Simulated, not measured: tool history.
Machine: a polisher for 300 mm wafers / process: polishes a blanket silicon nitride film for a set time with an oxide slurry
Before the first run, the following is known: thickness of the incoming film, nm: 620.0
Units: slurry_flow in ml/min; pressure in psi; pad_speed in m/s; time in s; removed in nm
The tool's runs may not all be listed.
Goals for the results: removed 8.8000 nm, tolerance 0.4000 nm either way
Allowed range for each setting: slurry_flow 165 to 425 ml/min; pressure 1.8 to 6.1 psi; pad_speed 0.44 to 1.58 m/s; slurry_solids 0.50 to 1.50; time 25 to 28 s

run	hour	slurry_flow	pressure	pad_speed	slurry_solids	time	removed
1	0.0	275	3.9	1.00	1.00	28	20.6510
2	3.5	275	3.3	1.00	1.00	28	17.7930
3	10.8	275	2.8	0.88	1.00	28	14.4420
4	16.5	275	2.8	1.02	1.00	28	15.7420
5	20.3	275	1.8	1.02	1.00	28	11.0980
6	23.8	275	1.8	1.02	1.00	28	10.6220
7	32.5	275	1.8	0.94	1.00	28	10.2200
8	35.5	275	1.8	0.88	1.00	28	9.6879
9	37.9	275	1.8	0.84	1.00	28	9.3830
10	45.4	275	1.8	0.82	1.00	28	9.3611
11	47.0	275	1.8	0.80	1.00	28	9.2518

Which of these 4 next moves meets every target?
A	48.6	265	2.0	0.88	1.00	26	?
B	48.6	265	2.3	0.68	1.00	27	?
C	48.6	260	1.9	0.84	0.90	26	?
D	48.6	255	2.3	0.88	0.65	28	?

move	removed
A	9.8733
B	9.6467
C	8.7427
D	9.6324
A: the biggest miss grows against the last run
B: the biggest miss grows against the last run
C: meets every target
D: the biggest miss grows against the last run
The right move is C.

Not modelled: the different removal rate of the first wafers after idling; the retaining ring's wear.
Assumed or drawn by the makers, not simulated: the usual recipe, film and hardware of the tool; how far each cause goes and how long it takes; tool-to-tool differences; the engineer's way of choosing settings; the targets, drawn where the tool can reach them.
